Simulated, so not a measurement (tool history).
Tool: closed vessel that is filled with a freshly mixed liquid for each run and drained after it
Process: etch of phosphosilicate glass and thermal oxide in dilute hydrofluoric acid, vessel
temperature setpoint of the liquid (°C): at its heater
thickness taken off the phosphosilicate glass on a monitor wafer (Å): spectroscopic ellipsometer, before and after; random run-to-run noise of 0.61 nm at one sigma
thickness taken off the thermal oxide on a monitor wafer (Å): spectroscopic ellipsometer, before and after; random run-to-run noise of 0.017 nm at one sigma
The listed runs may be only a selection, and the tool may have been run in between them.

run,day,temperature setpoint of the liquid (°C),parts of water to one part of 49 % hydrofluoric acid (parts by volume),time in the liquid (s),thickness taken off the phosphosilicate glass on a monitor wafer (Å),thickness taken off the thermal oxide on a monitor wafer (Å)
1,0,22,100,60,1063,25.613
2,0.046,22,100,50,869.03,21.295
3,0.346,25.5,100,50,1005.6,24.294
4,0.579,24.5,100,50,979.95,23.645
5,0.933,24,100,50,969.14,23.109
6,1.175,22,100,50,880.72,21.012
7,1.542,21.5,100,50,871.46,20.898

For run 8, what comes out?
8,1.675,21,100,50,?,?

For run 8 the tool returned thickness taken off the phosphosilicate glass on a monitor wafer (Å) 845.33, thickness taken off the thermal oxide on a monitor wafer (Å) 20.164.

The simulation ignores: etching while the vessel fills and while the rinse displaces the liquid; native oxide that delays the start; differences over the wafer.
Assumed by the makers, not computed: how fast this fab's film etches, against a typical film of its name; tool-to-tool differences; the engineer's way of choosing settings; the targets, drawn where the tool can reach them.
